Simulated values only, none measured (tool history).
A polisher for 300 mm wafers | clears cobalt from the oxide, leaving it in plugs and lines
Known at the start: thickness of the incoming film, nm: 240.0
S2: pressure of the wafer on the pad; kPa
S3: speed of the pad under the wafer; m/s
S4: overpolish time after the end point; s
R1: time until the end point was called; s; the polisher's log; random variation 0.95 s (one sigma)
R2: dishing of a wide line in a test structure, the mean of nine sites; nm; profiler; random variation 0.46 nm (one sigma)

{"run": 1, "hour": 0.0, "flow of slurry (ml/min)": 255, "S2": 9, "S3": 0.9, "S4": 15, "R1": 74.735, "R2": 30.577}
{"run": 2, "hour": 8.6, "flow of slurry (ml/min)": 255, "S2": 9, "S3": 1.02, "S4": 15, "R1": 69.212, "R2": 31.011}
{"run": 3, "hour": 16.6, "flow of slurry (ml/min)": 255, "S2": 6.9, "S3": 1.02, "S4": 15, "R1": 87.205, "R2": 28.348}
{"run": 4, "hour": 23.4, "flow of slurry (ml/min)": 255, "S2": 7.6, "S3": 1.04, "S4": 14, "R1": 78.815, "R2": 27.9}
{"run": 5, "hour": 29.8, "flow of slurry (ml/min)": 255, "S2": 8.3, "S3": 1.06, "S4": 13, "R1": 70.717, "R2": 28.827}
{"run": 6, "hour": 33.6, "flow of slurry (ml/min)": 210, "S2": 8.3, "S3": 1.06, "S4": 13, "R1": 74.669, "R2": 28.024}
{"run": 7, "hour": 37.3, "flow of slurry (ml/min)": 215, "S2": 9, "S3": 1.06, "S4": 12, "R1": 69.149, "R2": 28.373}
{"run": 8, "hour": 41.5, "flow of slurry (ml/min)": 220, "S2": 9.7, "S3": 1.06, "S4": 12, "R1": 63.465, "R2": 29.285}

Forecast run 9:
{"run": 9, "hour": 43.5, "flow of slurry (ml/min)": 225, "S2": 9.7, "S3": 1.06, "S4": 12, "R1": "?", "R2": "?"}

R1: 63.405 s
R2: 30.396 nm

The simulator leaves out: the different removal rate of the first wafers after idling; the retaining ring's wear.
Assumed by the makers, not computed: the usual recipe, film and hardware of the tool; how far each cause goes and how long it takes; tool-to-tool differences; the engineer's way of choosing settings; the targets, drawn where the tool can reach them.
